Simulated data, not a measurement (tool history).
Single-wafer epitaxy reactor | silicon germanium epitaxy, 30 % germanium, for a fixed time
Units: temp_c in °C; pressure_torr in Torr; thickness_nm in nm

run 1 hour=0.0 | temp_c=625 pressure_torr=14.2 | thickness_nm=79.437
run 2 hour=4.3 | temp_c=625 pressure_torr=16.6 | thickness_nm=83.526
run 3 hour=5.0 | temp_c=615 pressure_torr=16.6 | thickness_nm=71.358
run 4 hour=12.7 | temp_c=611 pressure_torr=16.6 | thickness_nm=67.301
run 5 hour=16.7 | temp_c=620 pressure_torr=16.6 | thickness_nm=76.715
run 6 hour=21.2 | temp_c=620 pressure_torr=14.6 | thickness_nm=74.536
run 7 hour=24.3 | temp_c=622 pressure_torr=14.6 | thickness_nm=77.014
run 8 hour=32.7 | temp_c=624 pressure_torr=14.6 | thickness_nm=79.041

The next listed run, before its measurement:
run 9 hour=37.7 | temp_c=626 pressure_torr=14.6 | thickness_nm=?

Run 9 gave thickness_nm 81.736 nm.
